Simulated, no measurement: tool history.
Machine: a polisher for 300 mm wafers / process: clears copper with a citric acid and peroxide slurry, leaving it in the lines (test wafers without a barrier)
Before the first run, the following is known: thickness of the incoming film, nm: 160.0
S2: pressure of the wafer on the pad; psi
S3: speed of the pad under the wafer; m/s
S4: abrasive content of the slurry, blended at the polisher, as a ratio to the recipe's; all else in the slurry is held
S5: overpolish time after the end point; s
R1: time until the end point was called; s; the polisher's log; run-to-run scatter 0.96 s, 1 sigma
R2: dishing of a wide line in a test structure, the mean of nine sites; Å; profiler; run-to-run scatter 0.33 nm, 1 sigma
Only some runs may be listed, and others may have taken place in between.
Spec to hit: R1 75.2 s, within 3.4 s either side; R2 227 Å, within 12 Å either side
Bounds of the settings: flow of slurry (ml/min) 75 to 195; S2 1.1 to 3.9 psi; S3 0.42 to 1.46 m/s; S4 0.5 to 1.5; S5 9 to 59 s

run 1 hour=0 | flow_of_slurry_(ml/min)=125 S2=2.5 S3=0.94 S4=1 S5=30 | R1=113.21 R2=272.6
run 2 hour=0.8 | flow_of_slurry_(ml/min)=150 S2=2.5 S3=0.94 S4=1 S5=30 | R1=107.73 R2=275.55
run 3 hour=8.9 | flow_of_slurry_(ml/min)=155 S2=2.7 S3=0.94 S4=1 S5=24 | R1=98.919 R2=246.69
run 4 hour=16.8 | flow_of_slurry_(ml/min)=155 S2=3 S3=0.94 S4=1 S5=24 | R1=91.526 R2=266.68
run 5 hour=19.3 | flow_of_slurry_(ml/min)=160 S2=3.1 S3=0.94 S4=1 S5=20 | R1=90.789 R2=235.13
run 6 hour=20.5 | flow_of_slurry_(ml/min)=165 S2=3.3 S3=0.94 S4=1 S5=18 | R1=84.789 R2=228.41
run 7 hour=27.3 | flow_of_slurry_(ml/min)=170 S2=3.7 S3=0.94 S4=1 S5=14 | R1=73.5 R2=198.93
run 8 hour=35.6 | flow_of_slurry_(ml/min)=160 S2=3.5 S3=0.98 S4=1 S5=18 | R1=78.399 R2=246.49

5 next moves are on the table. One of them brings every result within its allowed miss. Which?
run A hour=43.9 | flow_of_slurry_(ml/min)=155 S2=3.9 S3=0.82 S4=1.05 S5=20 | R1=? R2=?
run B hour=43.9 | flow_of_slurry_(ml/min)=150 S2=3.6 S3=1.02 S4=0.85 S5=18 | R1=? R2=?
run C hour=43.9 | flow_of_slurry_(ml/min)=170 S2=3.5 S3=1.16 S4=0.55 S5=16 | R1=? R2=?
run D hour=43.9 | flow_of_slurry_(ml/min)=170 S2=3.3 S3=0.92 S4=1.05 S5=18 | R1=? R2=?
run E hour=43.9 | flow_of_slurry_(ml/min)=155 S2=3 S3=1.02 S4=1.05 S5=22 | R1=? R2=?

move=A R1=82.758 R2=250.9
move=B R1=75.948 R2=246.14
move=C R1=74.626 R2=226.62
move=D R1=84.355 R2=225.44
move=E R1=84.152 R2=264.05
A: misses by more than the last run did
B: roughly where the last run was
C: hits every target within its allowed miss
D: puts the biggest miss on target and leaves a different result outside tolerance
E: misses by more than the last run did
Go with C: it meets all targets.

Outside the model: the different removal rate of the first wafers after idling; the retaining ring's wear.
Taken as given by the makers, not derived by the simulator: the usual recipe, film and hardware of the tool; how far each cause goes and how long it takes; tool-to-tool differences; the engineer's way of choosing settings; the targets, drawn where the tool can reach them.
